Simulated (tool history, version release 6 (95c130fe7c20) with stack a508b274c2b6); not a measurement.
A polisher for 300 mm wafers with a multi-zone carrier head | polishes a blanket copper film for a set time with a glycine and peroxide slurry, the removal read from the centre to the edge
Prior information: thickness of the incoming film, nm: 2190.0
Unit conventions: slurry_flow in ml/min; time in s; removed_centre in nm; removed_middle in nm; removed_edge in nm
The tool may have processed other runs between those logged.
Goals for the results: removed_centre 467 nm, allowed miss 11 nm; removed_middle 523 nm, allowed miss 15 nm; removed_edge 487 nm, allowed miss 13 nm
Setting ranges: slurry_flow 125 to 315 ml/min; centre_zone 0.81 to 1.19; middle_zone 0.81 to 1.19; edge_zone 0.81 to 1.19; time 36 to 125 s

run,hour,slurry_flow,centre_zone,middle_zone,edge_zone,time,removed_centre,removed_middle,removed_edge
1,0,205,1,1,1,80,373.66,368.63,364.71
2,5.1,210,1,1.02,1.02,82,380.6,393.28,379.31
3,9.3,215,1.01,1.03,1.04,84,401.54,395.23,395.81
4,15.4,220,1.01,1.05,1.05,86,406.95,413.94,409.29
5,17.2,220,1.01,1.05,1.12,86,414.79,416.08,426
6,22.4,225,1.01,1.07,1.12,87,415.65,433.27,423.82
7,25.1,230,1.01,1.08,1.13,88,420.1,435.78,433.1
8,28.5,230,1.01,1.09,1.14,89,421.97,446.89,437.2
9,30.5,235,1.01,1.1,1.15,90,426.58,447.23,446.83
10,36.6,235,1.01,1.11,1.15,91,436.45,461.14,453.89
11,39.3,240,1.01,1.12,1.15,92,443.85,473.94,468.22
12,44.7,295,1.02,1.19,1.12,92,458.14,497.89,462.57
13,51.7,295,1.02,1.19,1.12,93,462.79,511.26,469.24

Below are 5 possible settings for the next run. Only one of them brings all results inside the allowed miss of their targets. Which is it?
A,58.7,285,1,1.18,1.09,93,?,?,?
B,58.7,290,0.98,1.15,1.11,98,?,?,?
C,58.7,310,1.03,1.19,1.07,92,?,?,?
D,58.7,315,0.99,1.19,1.07,92,?,?,?
E,58.7,275,1,1.19,1,96,?,?,?

move,removed_centre,removed_middle,removed_edge
A,447.79,506.41,459.14
B,463.21,524.31,489.08
C,460.72,508.47,452.98
D,443.45,509.36,453.52
E,460.28,524.15,453.19
A: its largest miss is bigger than the last run's
B: every result lands within tolerance
C: its largest miss is bigger than the last run's
D: its largest miss is bigger than the last run's
E: its largest miss is bigger than the last run's
Correct choice: B, which meets every target
